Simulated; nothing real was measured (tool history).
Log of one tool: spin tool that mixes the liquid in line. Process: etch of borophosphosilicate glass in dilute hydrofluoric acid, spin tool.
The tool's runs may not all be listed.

run    day  temperature setpoint of the liquid (C)  parts of water to one part of 49 % hydrofluoric acid (parts by volume)  time under the liquid (s)  thickness taken off the borophosphosilicate glass on a monitor wafer (Å)
  1      0                                      26                                                                     290                         15                                                                    17.042
  2    0.1                                      24                                                                     290                         15                                                                    15.808
  3  0.421                                    25.5                                                                     290                         15                                                                    16.715
  4    0.7                                    25.5                                                                     215                         15                                                                    23.992
  5  0.817                                    25.5                                                                     260                         15                                                                     19.06
  6  1.179                                    25.5                                                                     260                         15                                                                    19.143

The next listed run, before its measurement:
  7  1.233                                    23.5                                                                     295                         15                                                                         ?

thickness taken off the borophosphosilicate glass on a monitor wafer (Å): 15.183
